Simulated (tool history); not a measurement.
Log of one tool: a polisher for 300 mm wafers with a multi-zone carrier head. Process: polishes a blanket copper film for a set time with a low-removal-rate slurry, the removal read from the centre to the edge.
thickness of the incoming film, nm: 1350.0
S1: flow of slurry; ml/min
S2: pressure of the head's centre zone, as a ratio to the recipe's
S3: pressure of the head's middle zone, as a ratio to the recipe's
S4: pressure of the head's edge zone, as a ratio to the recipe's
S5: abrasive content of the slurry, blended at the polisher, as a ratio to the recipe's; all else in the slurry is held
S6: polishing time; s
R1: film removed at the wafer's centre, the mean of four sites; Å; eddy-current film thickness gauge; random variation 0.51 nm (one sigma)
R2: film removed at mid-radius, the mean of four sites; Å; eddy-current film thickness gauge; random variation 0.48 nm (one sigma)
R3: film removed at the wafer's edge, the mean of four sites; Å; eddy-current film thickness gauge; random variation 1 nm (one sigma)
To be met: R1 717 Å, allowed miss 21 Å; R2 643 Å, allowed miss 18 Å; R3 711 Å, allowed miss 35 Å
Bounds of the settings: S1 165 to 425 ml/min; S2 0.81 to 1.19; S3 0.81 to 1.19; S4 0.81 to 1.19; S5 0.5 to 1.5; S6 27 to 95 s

| run | hour | S1 | S2 | S3 | S4 | S5 | S6 | R1 | R2 | R3 |
|---|---|---|---|---|---|---|---|---|---|---|
| 1 | 0 | 275 | 1 | 1 | 1 | 1 | 61 | 1112.3 | 1110.6 | 1133 |
| 2 | 6.1 | 270 | 0.99 | 0.96 | 0.97 | 0.85 | 57 | 985.14 | 974.16 | 980.62 |
| 3 | 14.3 | 270 | 0.92 | 0.96 | 0.97 | 0.85 | 57 | 937.31 | 967.4 | 976.4 |
| 4 | 19.3 | 260 | 0.93 | 0.92 | 0.97 | 0.75 | 54 | 863.24 | 858.86 | 883.01 |
| 5 | 24.2 | 250 | 0.93 | 0.89 | 0.98 | 0.7 | 52 | 830.96 | 802.95 | 884.16 |
| 6 | 30.8 | 285 | 0.93 | 0.89 | 0.98 | 0.7 | 52 | 849.84 | 810.57 | 874.79 |
| 7 | 39.4 | 285 | 0.93 | 0.87 | 0.97 | 0.65 | 50 | 789.96 | 755.59 | 836.01 |
| 8 | 42.8 | 285 | 0.94 | 0.86 | 0.94 | 0.6 | 49 | 767.48 | 711.19 | 774.67 |

5 next moves are on the table. One of them brings every result within its allowed miss. Which?
| A | 46.2 | 310 | 1.17 | 1.15 | 0.81 | 0.5 | 47 | ? | ? | ? |
| B | 46.2 | 320 | 1 | 0.97 | 0.82 | 0.5 | 45 | ? | ? | ? |
| C | 46.2 | 350 | 1.01 | 1.05 | 0.91 | 0.5 | 41 | ? | ? | ? |
| D | 46.2 | 355 | 1 | 0.88 | 1.02 | 0.55 | 43 | ? | ? | ? |
| E | 46.2 | 280 | 1.02 | 0.84 | 0.88 | 0.55 | 48 | ? | ? | ? |

| move | R1 | R2 | R3 |
|---|---|---|---|
| A | 848.62 | 856.13 | 664.96 |
| B | 719.85 | 711.85 | 643.12 |
| C | 667.39 | 699.21 | 616.87 |
| D | 707.41 | 644.63 | 697.1 |
| E | 780.98 | 676.42 | 714.07 |
A: further off than the last run
B: as far off as the last run
C: nearer than the last run, and not there yet
D: meets every target
E: nearer than the last run, and not there yet
The right move is D.
